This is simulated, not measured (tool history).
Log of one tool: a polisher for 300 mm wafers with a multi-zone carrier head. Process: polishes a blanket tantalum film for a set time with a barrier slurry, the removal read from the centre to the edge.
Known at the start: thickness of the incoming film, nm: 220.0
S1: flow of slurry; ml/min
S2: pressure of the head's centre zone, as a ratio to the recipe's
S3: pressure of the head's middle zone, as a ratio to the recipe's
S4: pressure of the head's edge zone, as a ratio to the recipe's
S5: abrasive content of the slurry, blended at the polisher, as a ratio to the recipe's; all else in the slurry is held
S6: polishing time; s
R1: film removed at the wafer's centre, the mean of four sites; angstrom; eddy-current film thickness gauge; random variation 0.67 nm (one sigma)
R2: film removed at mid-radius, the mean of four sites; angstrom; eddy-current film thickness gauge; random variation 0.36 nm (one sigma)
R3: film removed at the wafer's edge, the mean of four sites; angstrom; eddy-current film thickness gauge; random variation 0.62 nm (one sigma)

run 1 hour=0.0 | S1=175 S2=1.00 S3=1.00 S4=1.00 S5=1.00 S6=48 | R1=635.88 R2=651.45 R3=643.04
run 2 hour=1.1 | S1=145 S2=1.00 S3=1.00 S4=1.00 S5=1.00 S6=48 | R1=624.60 R2=623.31 R3=634.24
run 3 hour=2.6 | S1=145 S2=0.95 S3=1.02 S4=0.95 S5=0.90 S6=48 | R1=588.82 R2=619.74 R3=600.94
run 4 hour=11.0 | S1=145 S2=0.95 S3=1.02 S4=0.95 S5=1.00 S6=48 | R1=583.52 R2=634.96 R3=621.46
run 5 hour=16.8 | S1=185 S2=0.95 S3=1.02 S4=0.95 S5=1.00 S6=48 | R1=623.09 R2=662.79 R3=634.18
run 6 hour=17.8 | S1=185 S2=0.95 S3=1.09 S4=0.95 S5=1.00 S6=48 | R1=615.17 R2=685.13 R3=627.50
run 7 hour=22.3 | S1=135 S2=0.85 S3=1.06 S4=0.85 S5=0.75 S6=47 | R1=465.45 R2=575.80 R3=515.18

The next listed run, before its measurement:
run 8 hour=29.9 | S1=145 S2=0.85 S3=1.07 S4=0.86 S5=0.75 S6=47 | R1=? R2=? R3=?

Run 8 gave R1 468.32 angstrom, R2 590.39 angstrom, R3 526.08 angstrom.
